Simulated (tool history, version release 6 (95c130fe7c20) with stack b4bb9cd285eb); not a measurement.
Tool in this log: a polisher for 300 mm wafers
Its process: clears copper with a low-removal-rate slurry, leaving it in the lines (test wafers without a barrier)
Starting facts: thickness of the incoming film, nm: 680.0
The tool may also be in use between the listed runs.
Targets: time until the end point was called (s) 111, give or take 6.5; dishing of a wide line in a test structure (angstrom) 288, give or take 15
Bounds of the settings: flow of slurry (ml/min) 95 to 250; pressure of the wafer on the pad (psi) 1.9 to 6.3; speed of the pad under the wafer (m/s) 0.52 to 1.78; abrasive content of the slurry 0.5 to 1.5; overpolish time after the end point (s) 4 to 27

| run | hour | flow of slurry (ml/min) | pressure of the wafer on the pad (psi) | speed of the pad under the wafer (m/s) | abrasive content of the slurry | overpolish time after the end point (s) | time until the end point was called (s) | dishing of a wide line in a test structure (angstrom) |
|---|---|---|---|---|---|---|---|---|
| 1 | 0 | 160 | 4.1 | 1.14 | 1 | 14 | 142.49 | 258.15 |
| 2 | 3.1 | 160 | 4.4 | 1.14 | 1 | 14 | 130.13 | 263.54 |
| 3 | 4.3 | 125 | 4.4 | 1.14 | 1 | 14 | 139.97 | 252.29 |
| 4 | 10.6 | 140 | 4.4 | 1.14 | 1 | 14 | 131.83 | 259.98 |
| 5 | 13.8 | 140 | 3.4 | 1.14 | 1 | 14 | 170.97 | 238.21 |
| 6 | 17.2 | 140 | 2.8 | 1.14 | 1 | 14 | 201.63 | 214.4 |
| 7 | 23.6 | 140 | 2.8 | 1.14 | 1 | 14 | 210.61 | 220.82 |
| 8 | 32.3 | 145 | 3.4 | 1.16 | 1 | 14 | 173.35 | 229.82 |
| 9 | 36.6 | 150 | 3.9 | 1.16 | 1 | 14 | 148.71 | 248.04 |
| 10 | 44.2 | 155 | 4.2 | 1.16 | 1 | 14 | 135.59 | 260.67 |
| 11 | 45.3 | 165 | 4.4 | 1.16 | 1 | 14 | 125.48 | 265.6 |

4 next moves are on the table. One of them brings every result within its allowed miss. Which?
| A | 46.4 | 125 | 4.9 | 1.28 | 1.1 | 9 | ? | ? |
| B | 46.4 | 105 | 3.6 | 1.5 | 1.15 | 14 | ? | ? |
| C | 46.4 | 180 | 4.6 | 1.14 | 1 | 20 | ? | ? |
| D | 46.4 | 145 | 5.6 | 1.08 | 1 | 15 | ? | ? |

| move | time until the end point was called (s) | dishing of a wide line in a test structure (angstrom) |
|---|---|---|
| A | 109.57 | 243.67 |
| B | 130.48 | 266.61 |
| C | 124.41 | 297.42 |
| D | 111.97 | 288.83 |
A: the furthest-off result lands on target, but another misses its tolerance
B: moves away from the targets compared with the last run
C: closes in on the targets versus the last run, not all within tolerance yet
D: in spec on every target
Answer: D
